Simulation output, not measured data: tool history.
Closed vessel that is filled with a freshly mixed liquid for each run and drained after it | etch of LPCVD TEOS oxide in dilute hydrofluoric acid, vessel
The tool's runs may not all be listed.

run	day	temperature setpoint of the liquid (K)	parts of water to one part of 49 % hydrofluoric acid (parts by volume)	time in the liquid (s)	thickness taken off the LPCVD TEOS oxide on a monitor wafer (nm)
1	0	294.15	215	30	5.9214
2	0.254	295.15	215	30	6.1538
3	0.471	295.15	215	30	6.1258
4	0.704	298.65	215	30	7.0008
5	0.771	299.65	175	30	9.2904
6	0.933	300.15	145	30	11.968
7	0.983	300.65	130	30	13.885
8	1.121	301.15	120	30	15.477
9	1.338	301.65	115	30	16.374

Forecast run 10:
10	1.679	301.65	110	30	?

Run 10 gave thickness taken off the LPCVD TEOS oxide on a monitor wafer (nm) 17.369.

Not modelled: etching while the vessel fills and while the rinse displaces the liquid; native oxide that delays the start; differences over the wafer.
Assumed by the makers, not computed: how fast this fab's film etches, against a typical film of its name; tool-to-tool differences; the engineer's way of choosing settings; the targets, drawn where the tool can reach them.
